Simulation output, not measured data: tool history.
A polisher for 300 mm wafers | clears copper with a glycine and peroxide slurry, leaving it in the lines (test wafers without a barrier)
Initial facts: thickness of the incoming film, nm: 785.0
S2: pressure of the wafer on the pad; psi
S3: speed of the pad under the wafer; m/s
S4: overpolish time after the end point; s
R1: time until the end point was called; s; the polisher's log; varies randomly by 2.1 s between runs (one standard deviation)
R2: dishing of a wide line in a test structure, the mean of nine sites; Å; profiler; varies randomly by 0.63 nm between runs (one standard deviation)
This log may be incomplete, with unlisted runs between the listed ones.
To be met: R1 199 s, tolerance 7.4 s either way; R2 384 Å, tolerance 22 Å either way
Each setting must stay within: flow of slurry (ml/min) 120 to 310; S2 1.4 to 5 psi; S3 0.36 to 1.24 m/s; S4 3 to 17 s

Run 1, hour 0: flow of slurry (ml/min) 200, S2 3.2 psi, S3 0.8 m/s, S4 9 s. Result: R1 160.11 s, R2 324.49 Å.
Run 2, hour 2.8: flow of slurry (ml/min) 200, S2 3.1 psi, S3 0.8 m/s, S4 9 s. Result: R1 160.88 s, R2 320.11 Å.
Run 3, hour 11.5: flow of slurry (ml/min) 200, S2 3 psi, S3 0.8 m/s, S4 9 s. Result: R1 166.62 s, R2 311.34 Å.
Run 4, hour 19.5: flow of slurry (ml/min) 200, S2 3 psi, S3 0.8 m/s, S4 6 s. Result: R1 166.28 s, R2 226.08 Å.
Run 5, hour 23.4: flow of slurry (ml/min) 200, S2 2.9 psi, S3 0.8 m/s, S4 7 s. Result: R1 167.84 s, R2 243.28 Å.
Run 6, hour 28.8: flow of slurry (ml/min) 215, S2 2.9 psi, S3 0.8 m/s, S4 7 s. Result: R1 168.25 s, R2 239.63 Å.
Run 7, hour 31: flow of slurry (ml/min) 210, S2 2.9 psi, S3 0.8 m/s, S4 8 s. Result: R1 171.92 s, R2 270.99 Å.
Run 8, hour 38.9: flow of slurry (ml/min) 210, S2 2.7 psi, S3 0.8 m/s, S4 11 s. Result: R1 175.79 s, R2 350.57 Å.
Run 9, hour 44: flow of slurry (ml/min) 205, S2 2.5 psi, S3 0.78 m/s, S4 12 s. Result: R1 189.97 s, R2 357.66 Å.

Consider the 4 candidate settings below. Which is the only one whose results all fall within their allowed miss of target?
Run A, hour 49.1: flow of slurry (ml/min) 205, S2 2.1 psi, S3 0.8 m/s, S4 12 s. Result: R1 ?, R2 ?.
Run B, hour 49.1: flow of slurry (ml/min) 165, S2 2.5 psi, S3 0.76 m/s, S4 12 s. Result: R1 ?, R2 ?.
Run C, hour 49.1: flow of slurry (ml/min) 210, S2 2.9 psi, S3 0.72 m/s, S4 11 s. Result: R1 ?, R2 ?.
Run D, hour 49.1: flow of slurry (ml/min) 195, S2 2.5 psi, S3 0.74 m/s, S4 14 s. Result: R1 ?, R2 ?.

move      R1      R2
   A  206.08  323.81
   B  198.58  335.82
   C  185.46  332.14
   D  199.47  380.16
A: puts the biggest miss on target and leaves a different result outside tolerance
B: puts the biggest miss on target and leaves a different result outside tolerance
C: further off than the last run
D: each result inside its tolerance
Answer: D

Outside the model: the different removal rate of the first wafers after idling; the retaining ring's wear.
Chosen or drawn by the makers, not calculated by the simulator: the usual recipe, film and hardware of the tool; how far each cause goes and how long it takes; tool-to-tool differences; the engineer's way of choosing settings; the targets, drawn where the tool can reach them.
